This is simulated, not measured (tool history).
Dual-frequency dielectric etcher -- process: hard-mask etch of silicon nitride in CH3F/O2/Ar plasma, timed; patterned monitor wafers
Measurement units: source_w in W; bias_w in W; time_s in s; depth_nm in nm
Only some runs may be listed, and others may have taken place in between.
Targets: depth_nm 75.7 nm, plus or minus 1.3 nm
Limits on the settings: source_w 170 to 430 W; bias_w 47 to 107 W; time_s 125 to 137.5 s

run    day  source_w  bias_w  time_s  depth_nm
  1      0       300      77   137.5    85.301
  2  0.233       350      77   137.5     89.94
  3  0.592       330      76   137.5    87.763
  4  0.762       330      86   137.5    91.488
  5  0.858       330      74   137.5    86.935
  6  1.208       320      73   137.5     86.26
  7  1.429       310      72   137.5    84.911
  8  1.479       300      71   137.5    83.229
  9  1.512       290      71   137.5    82.205
 10  1.658       280      71   137.5    81.651
 11  1.938       220      68     137    73.905

Next run, 4 choices. One meets every target within its allowed miss, the rest don't. Which?
  A  2.217       300      54     128         ?
  B  2.217       230      64   134.5         ?
  C  2.217       230      82     131         ?
  D  2.217       210      66   137.5         ?

move  depth_nm
   A    71.388
   B     71.99
   C    75.854
   D    72.074
A: moves away from the targets compared with the last run
B: moves away from the targets compared with the last run
C: all results in spec
D: moves away from the targets compared with the last run
Go with C: it meets all targets.
